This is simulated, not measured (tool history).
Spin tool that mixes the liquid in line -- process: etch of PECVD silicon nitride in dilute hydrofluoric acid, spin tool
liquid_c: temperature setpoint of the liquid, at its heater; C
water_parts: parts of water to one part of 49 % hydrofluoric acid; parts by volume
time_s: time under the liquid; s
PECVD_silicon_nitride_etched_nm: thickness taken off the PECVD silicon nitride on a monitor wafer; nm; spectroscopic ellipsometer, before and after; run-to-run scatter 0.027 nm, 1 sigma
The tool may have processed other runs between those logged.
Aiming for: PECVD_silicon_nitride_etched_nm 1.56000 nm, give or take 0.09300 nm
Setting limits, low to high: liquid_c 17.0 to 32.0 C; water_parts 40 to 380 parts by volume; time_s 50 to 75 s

run,hour,liquid_c,water_parts,time_s,PECVD_silicon_nitride_etched_nm
1,0.0,24.0,210,75,0.62835
2,4.3,25.5,190,75,0.79997
3,9.1,25.5,190,75,0.78795
4,9.8,25.5,190,75,0.79073
5,11.7,25.5,190,75,0.79890
6,13.5,27.0,180,75,0.90145
7,21.2,28.0,170,75,1.00380
8,28.6,29.0,160,75,1.16020
9,32.8,29.5,155,75,1.24340
10,41.5,29.5,155,75,1.25530
11,50.0,30.0,155,75,1.30140
12,54.8,30.5,155,75,1.31830
13,62.2,31.0,150,75,1.39720
14,64.5,32.0,135,75,1.69170

Below are 4 possible settings for the next run. Only one of them brings all results inside the allowed miss of their targets. Which is it?
A,66.8,32.0,125,75,?
B,66.8,32.0,130,75,?
C,66.8,32.0,115,75,?
D,66.8,31.5,140,75,?

move,PECVD_silicon_nitride_etched_nm
A,1.73520
B,1.66720
C,1.88880
D,1.49960
A: misses by more than the last run did
B: nearer the targets than the last run, but a result is still out of spec
C: misses by more than the last run did
D: meets every target
D meets every target.
